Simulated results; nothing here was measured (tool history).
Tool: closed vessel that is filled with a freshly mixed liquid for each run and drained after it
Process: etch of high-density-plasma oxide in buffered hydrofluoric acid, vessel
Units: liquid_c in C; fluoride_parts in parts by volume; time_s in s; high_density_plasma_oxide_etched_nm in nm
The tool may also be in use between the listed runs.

run  hour  liquid_c  fluoride_parts  time_s  high_density_plasma_oxide_etched_nm
  1   0.0      20.0            19.5      85                               64.129
  2   7.7      19.0            20.0      85                               59.941
  3  12.0      19.0            20.0      95                               66.441
  4  16.6      18.5            21.0      95                               62.823
  5  25.0      18.5            17.5      95                               74.848
  6  32.5      18.0            19.5      95                               64.862
  7  38.0      17.5            20.5      95                               60.690
  8  45.0      17.5            21.5      95                               57.956
  9  51.7      17.5            22.0      95                               56.992
 10  55.4      17.5            22.0      95                               57.671
 11  59.8      17.5            22.5      95                               56.279
 12  64.7      17.5            23.0      95                               55.770
 13  69.7      17.5            23.5      95                               55.628

The next listed run, before its measurement:
 14  70.9      17.5            24.0      95                                    ?

{"run 14": {"high_density_plasma_oxide_etched_nm": 54.03}}

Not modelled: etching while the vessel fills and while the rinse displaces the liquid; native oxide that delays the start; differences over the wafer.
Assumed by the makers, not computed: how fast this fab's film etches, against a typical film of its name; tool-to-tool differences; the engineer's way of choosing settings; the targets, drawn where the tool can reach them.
